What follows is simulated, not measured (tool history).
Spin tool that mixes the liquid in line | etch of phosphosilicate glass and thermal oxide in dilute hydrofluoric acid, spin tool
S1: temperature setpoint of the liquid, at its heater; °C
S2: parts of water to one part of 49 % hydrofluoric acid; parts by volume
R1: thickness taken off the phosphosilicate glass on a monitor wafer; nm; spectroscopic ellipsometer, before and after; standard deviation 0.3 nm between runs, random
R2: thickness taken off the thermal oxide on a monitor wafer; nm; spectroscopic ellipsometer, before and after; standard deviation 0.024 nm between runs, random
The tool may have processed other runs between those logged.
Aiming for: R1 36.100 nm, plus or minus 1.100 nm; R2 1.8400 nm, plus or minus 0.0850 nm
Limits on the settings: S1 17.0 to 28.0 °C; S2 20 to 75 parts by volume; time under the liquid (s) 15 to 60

run 1 hour=0.0 | S1=20.0 S2=45 time_under_the_liquid_(s)=30 | R1=61.902 R2=3.1125
run 2 hour=2.3 | S1=20.0 S2=50 time_under_the_liquid_(s)=30 | R1=55.243 R2=2.7877
run 3 hour=4.7 | S1=21.0 S2=50 time_under_the_liquid_(s)=30 | R1=56.673 R2=2.9610
run 4 hour=8.4 | S1=20.5 S2=50 time_under_the_liquid_(s)=30 | R1=55.934 R2=2.8199
run 5 hour=11.9 | S1=18.5 S2=50 time_under_the_liquid_(s)=30 | R1=51.744 R2=2.6858
run 6 hour=20.4 | S1=19.0 S2=60 time_under_the_liquid_(s)=30 | R1=43.072 R2=2.2228
run 7 hour=23.6 | S1=18.5 S2=60 time_under_the_liquid_(s)=30 | R1=42.378 R2=2.1888
run 8 hour=30.2 | S1=18.0 S2=65 time_under_the_liquid_(s)=30 | R1=38.577 R2=1.9856
run 9 hour=33.0 | S1=17.5 S2=65 time_under_the_liquid_(s)=30 | R1=36.935 R2=1.9349
run 10 hour=39.1 | S1=18.0 S2=65 time_under_the_liquid_(s)=30 | R1=38.720 R2=1.9672
run 11 hour=41.8 | S1=17.5 S2=65 time_under_the_liquid_(s)=30 | R1=37.557 R2=1.9096

Which single option among these 4 for the next run brings every result within its allowed miss of target? Just one does.
run A hour=44.5 | S1=18.5 S2=70 time_under_the_liquid_(s)=30 | R1=? R2=?
run B hour=44.5 | S1=26.5 S2=60 time_under_the_liquid_(s)=20 | R1=? R2=?
run C hour=44.5 | S1=28.0 S2=65 time_under_the_liquid_(s)=20 | R1=? R2=?
run D hour=44.5 | S1=19.0 S2=55 time_under_the_liquid_(s)=25 | R1=? R2=?

move=A R1=36.300 R2=1.8364
move=B R1=39.748 R2=2.0109
move=C R1=38.667 R2=1.9562
move=D R1=40.010 R2=2.0241
A: all results land within tolerance of their targets
B: further off than the last run
C: further off than the last run
D: further off than the last run
The right move is A.
